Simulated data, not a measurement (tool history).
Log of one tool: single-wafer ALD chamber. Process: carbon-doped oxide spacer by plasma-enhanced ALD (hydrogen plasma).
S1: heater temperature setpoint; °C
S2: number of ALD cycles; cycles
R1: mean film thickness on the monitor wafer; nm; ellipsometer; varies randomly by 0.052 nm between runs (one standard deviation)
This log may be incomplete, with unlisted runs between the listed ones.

run,hour,S1,S2,R1
1,0,405,595,29.916
2,1.5,408,583,29.087
3,9.6,412,583,28.63
4,10.7,414,576,28.084
5,12.5,423,576,27.188
6,18.2,423,508,23.917
7,23.1,423,508,23.956
8,30.6,421,509,24.121
9,35.7,419,510,24.481
10,43,418,511,24.457
11,49.4,416,512,24.708
12,56.5,415,513,24.827
13,58.7,415,513,24.851

For run 14, what comes out?
14,65.5,414,514,?

{"run 14": {"R1": 25.06}}

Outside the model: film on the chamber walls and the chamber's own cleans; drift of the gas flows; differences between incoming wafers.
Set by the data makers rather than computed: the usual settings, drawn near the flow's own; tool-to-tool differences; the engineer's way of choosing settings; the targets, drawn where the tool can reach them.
